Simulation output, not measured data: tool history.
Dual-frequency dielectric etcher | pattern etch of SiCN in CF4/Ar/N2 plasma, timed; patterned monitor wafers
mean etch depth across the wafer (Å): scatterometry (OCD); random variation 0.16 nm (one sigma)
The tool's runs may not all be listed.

| run | hour | source power (kW) | bias power (kW) | Ar flow (sccm) | CF4 flow (sccm) | etch time (s) | mean etch depth across the wafer (Å) |
|---|---|---|---|---|---|---|---|
| 1 | 0 | 0.38 | 0.072 | 88 | 79 | 62.5 | 487.08 |
| 2 | 1.8 | 0.35 | 0.071 | 88 | 79 | 62.5 | 440.24 |
| 3 | 9.7 | 0.33 | 0.071 | 88 | 79 | 62.5 | 415.59 |
| 4 | 12.1 | 0.33 | 0.071 | 88 | 79 | 62.5 | 414.3 |
| 5 | 13.1 | 0.32 | 0.071 | 88 | 79 | 62.5 | 399.66 |
| 6 | 16.8 | 0.32 | 0.071 | 88 | 72 | 62.5 | 397.7 |
| 7 | 20.8 | 0.32 | 0.071 | 88 | 72 | 62.5 | 396.59 |
| 8 | 27.9 | 0.24 | 0.07 | 88 | 72 | 62.5 | 285.47 |
| 9 | 28.5 | 0.25 | 0.07 | 88 | 72 | 62.5 | 298.62 |

Run 10 is up next; what results do you expect?
| 10 | 32.9 | 0.26 | 0.07 | 88 | 72 | 62.5 | ? |

{"run 10": {"mean etch depth across the wafer (Å)": 312.27}}
